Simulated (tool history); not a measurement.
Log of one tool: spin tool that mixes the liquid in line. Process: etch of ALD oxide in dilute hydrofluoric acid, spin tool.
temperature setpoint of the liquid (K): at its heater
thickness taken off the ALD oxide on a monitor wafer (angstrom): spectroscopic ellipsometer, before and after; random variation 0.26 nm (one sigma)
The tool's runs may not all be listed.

| run | hour | temperature setpoint of the liquid (K) | parts of water to one part of 49 % hydrofluoric acid (parts by volume) | time under the liquid (s) | thickness taken off the ALD oxide on a monitor wafer (angstrom) |
|---|---|---|---|---|---|
| 1 | 0.0 | 294.15 | 100 | 95 | 241.06 |
| 2 | 0.9 | 294.15 | 100 | 75 | 190.79 |
| 3 | 6.0 | 294.15 | 135 | 75 | 136.74 |
| 4 | 12.3 | 295.65 | 120 | 75 | 163.40 |
| 5 | 14.1 | 296.65 | 105 | 75 | 200.43 |
| 6 | 20.2 | 296.65 | 125 | 75 | 166.14 |
| 7 | 23.8 | 297.65 | 115 | 75 | 186.48 |
| 8 | 29.5 | 298.65 | 105 | 75 | 216.74 |
| 9 | 32.8 | 299.15 | 100 | 75 | 232.41 |

The next listed run, before its measurement:
| 10 | 35.0 | 302.15 | 70 | 75 | ? |

Run 10 gave thickness taken off the ALD oxide on a monitor wafer (angstrom) 387.19.

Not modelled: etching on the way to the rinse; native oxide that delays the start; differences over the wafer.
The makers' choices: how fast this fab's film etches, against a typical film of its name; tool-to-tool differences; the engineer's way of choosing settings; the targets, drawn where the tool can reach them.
